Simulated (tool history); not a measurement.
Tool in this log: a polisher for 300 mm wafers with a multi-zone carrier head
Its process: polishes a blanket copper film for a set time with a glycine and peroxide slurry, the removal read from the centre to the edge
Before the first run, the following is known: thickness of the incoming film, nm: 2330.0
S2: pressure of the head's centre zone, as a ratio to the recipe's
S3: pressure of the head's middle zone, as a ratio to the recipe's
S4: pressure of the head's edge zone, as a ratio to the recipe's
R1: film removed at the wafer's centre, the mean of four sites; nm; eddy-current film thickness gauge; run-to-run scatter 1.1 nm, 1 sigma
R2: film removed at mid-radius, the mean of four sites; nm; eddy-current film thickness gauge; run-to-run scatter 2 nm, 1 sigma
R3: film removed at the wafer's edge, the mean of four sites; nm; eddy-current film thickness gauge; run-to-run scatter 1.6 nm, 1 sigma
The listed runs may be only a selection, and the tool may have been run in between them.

{"run": 1, "hour": 0.0, "flow of slurry (ml/min)": 130, "S2": 1, "S3": 1, "S4": 1, "polishing time (s)": 53, "R1": 240.24, "R2": 243.05, "R3": 238.88}
{"run": 2, "hour": 5.4, "flow of slurry (ml/min)": 130, "S2": 1, "S3": 1, "S4": 1, "polishing time (s)": 40, "R1": 180.81, "R2": 182.22, "R3": 178.66}
{"run": 3, "hour": 6.2, "flow of slurry (ml/min)": 130, "S2": 1, "S3": 1, "S4": 1, "polishing time (s)": 32, "R1": 145.24, "R2": 146.38, "R3": 144.57}
{"run": 4, "hour": 12.7, "flow of slurry (ml/min)": 150, "S2": 1, "S3": 1, "S4": 1, "polishing time (s)": 32, "R1": 149.91, "R2": 150.25, "R3": 147.22}
{"run": 5, "hour": 19.2, "flow of slurry (ml/min)": 150, "S2": 1.04, "S3": 1, "S4": 1, "polishing time (s)": 32, "R1": 154.05, "R2": 150.56, "R3": 147.24}
{"run": 6, "hour": 27.3, "flow of slurry (ml/min)": 150, "S2": 1.04, "S3": 1.07, "S4": 1, "polishing time (s)": 32, "R1": 151.83, "R2": 155.99, "R3": 148.06}
{"run": 7, "hour": 30.5, "flow of slurry (ml/min)": 155, "S2": 1.05, "S3": 1.08, "S4": 1, "polishing time (s)": 32, "R1": 156.73, "R2": 159.53, "R3": 148.46}
{"run": 8, "hour": 34.7, "flow of slurry (ml/min)": 160, "S2": 1.05, "S3": 1.09, "S4": 1.01, "polishing time (s)": 32, "R1": 157.28, "R2": 161.18, "R3": 148.7}
{"run": 9, "hour": 43.1, "flow of slurry (ml/min)": 190, "S2": 1.07, "S3": 1.16, "S4": 1.09, "polishing time (s)": 34, "R1": 173.63, "R2": 184.58, "R3": 168.58}

Estimate the outcome of run 10 from the log above:
{"run": 10, "hour": 51.7, "flow of slurry (ml/min)": 190, "S2": 1.07, "S3": 1.16, "S4": 1.08, "polishing time (s)": 34, "R1": "?", "R2": "?", "R3": "?"}

R1: 174.7 nm
R2: 178.14 nm
R3: 167.1 nm
